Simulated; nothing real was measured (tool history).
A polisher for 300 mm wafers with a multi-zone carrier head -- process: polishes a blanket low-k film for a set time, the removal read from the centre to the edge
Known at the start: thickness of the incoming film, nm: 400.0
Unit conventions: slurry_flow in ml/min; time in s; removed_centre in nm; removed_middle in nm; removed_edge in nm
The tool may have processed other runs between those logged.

{"run": 1, "day": 0.0, "slurry_flow": 180, "centre_zone": 1, "middle_zone": 1, "edge_zone": 1, "slurry_solids": 1, "time": 72, "removed_centre": 23.409, "removed_middle": 23.494, "removed_edge": 23.3}
{"run": 2, "day": 0.146, "slurry_flow": 180, "centre_zone": 1, "middle_zone": 1, "edge_zone": 1, "slurry_solids": 0.85, "time": 72, "removed_centre": 22.166, "removed_middle": 22.457, "removed_edge": 21.741}
{"run": 3, "day": 0.375, "slurry_flow": 180, "centre_zone": 1, "middle_zone": 0.91, "edge_zone": 1, "slurry_solids": 0.85, "time": 72, "removed_centre": 22.236, "removed_middle": 20.629, "removed_edge": 21.761}
{"run": 4, "day": 0.654, "slurry_flow": 170, "centre_zone": 0.95, "middle_zone": 0.94, "edge_zone": 0.97, "slurry_solids": 0.8, "time": 72, "removed_centre": 20.314, "removed_middle": 20.818, "removed_edge": 20.649}
{"run": 5, "day": 0.679, "slurry_flow": 160, "centre_zone": 0.92, "middle_zone": 0.95, "edge_zone": 0.96, "slurry_solids": 0.8, "time": 72, "removed_centre": 19.357, "removed_middle": 20.643, "removed_edge": 20.622}
{"run": 6, "day": 0.85, "slurry_flow": 190, "centre_zone": 0.92, "middle_zone": 0.95, "edge_zone": 0.96, "slurry_solids": 0.8, "time": 72, "removed_centre": 19.754, "removed_middle": 21.536, "removed_edge": 20.867}

Estimate the outcome of run 7 from the log above:
{"run": 7, "day": 0.933, "slurry_flow": 140, "centre_zone": 0.82, "middle_zone": 1.05, "edge_zone": 0.86, "slurry_solids": 0.65, "time": 72, "removed_centre": "?", "removed_middle": "?", "removed_edge": "?"}

removed_centre: 15.508 nm
removed_middle: 20.027 nm
removed_edge: 17.538 nm
